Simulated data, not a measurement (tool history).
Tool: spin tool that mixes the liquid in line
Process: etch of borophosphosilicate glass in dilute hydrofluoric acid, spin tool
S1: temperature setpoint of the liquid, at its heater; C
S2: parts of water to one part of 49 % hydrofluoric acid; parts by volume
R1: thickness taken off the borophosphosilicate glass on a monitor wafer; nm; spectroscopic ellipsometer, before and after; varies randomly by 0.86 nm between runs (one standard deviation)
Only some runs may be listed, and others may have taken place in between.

Run 1, hour 0.0: S1 25.0 C, S2 175 parts by volume, time under the liquid (s) 65. Result: R1 22.059 nm.
Run 2, hour 2.1: S1 26.0 C, S2 155 parts by volume, time under the liquid (s) 65. Result: R1 26.542 nm.
Run 3, hour 4.5: S1 27.0 C, S2 140 parts by volume, time under the liquid (s) 65. Result: R1 31.082 nm.
Run 4, hour 12.1: S1 27.0 C, S2 190 parts by volume, time under the liquid (s) 65. Result: R1 21.443 nm.
Run 5, hour 19.9: S1 29.5 C, S2 190 parts by volume, time under the liquid (s) 65. Result: R1 23.856 nm.
Run 6, hour 21.0: S1 30.0 C, S2 170 parts by volume, time under the liquid (s) 65. Result: R1 27.816 nm.
Run 7, hour 22.6: S1 33.0 C, S2 100 parts by volume, time under the liquid (s) 65. Result: R1 57.403 nm.
Run 8, hour 31.3: S1 33.0 C, S2 90 parts by volume, time under the liquid (s) 65. Result: R1 65.797 nm.
Run 9, hour 35.2: S1 33.0 C, S2 85 parts by volume, time under the liquid (s) 65. Result: R1 69.931 nm.

Expected results for the next run?
Run 10, hour 38.7: S1 33.0 C, S2 80 parts by volume, time under the liquid (s) 65. Result: R1 ?.

R1: 73.466 nm
